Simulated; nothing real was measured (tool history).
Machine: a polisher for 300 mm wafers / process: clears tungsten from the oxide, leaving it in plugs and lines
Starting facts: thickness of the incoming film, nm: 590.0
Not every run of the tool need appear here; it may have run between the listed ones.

run,hour,flow of slurry (ml/min),pressure of the wafer on the pad (psi),speed of the pad under the wafer (cm/s),abrasive content of the slurry,overpolish time after the end point (s),time until the end point was called (s)
1,0.0,125,4.7,136,1.0,19,92.331
2,4.4,125,4.7,136,1.0,19,91.760
3,10.7,125,4.7,136,1.0,19,91.904
4,14.7,125,4.4,134,1.0,19,100.390
5,16.2,125,4.2,134,1.0,19,101.700
6,16.9,125,4.0,132,1.0,19,105.110
# hour 23.3: worn pad replaced by a new one
7,23.3,125,4.0,132,1.0,19,97.497
8,30.2,125,3.9,124,1.0,19,103.850

Run 9 comes next. What will it give?
9,34.7,125,3.6,120,1.0,19,?

{"run 9": {"time until the end point was called (s)": 115.6}}
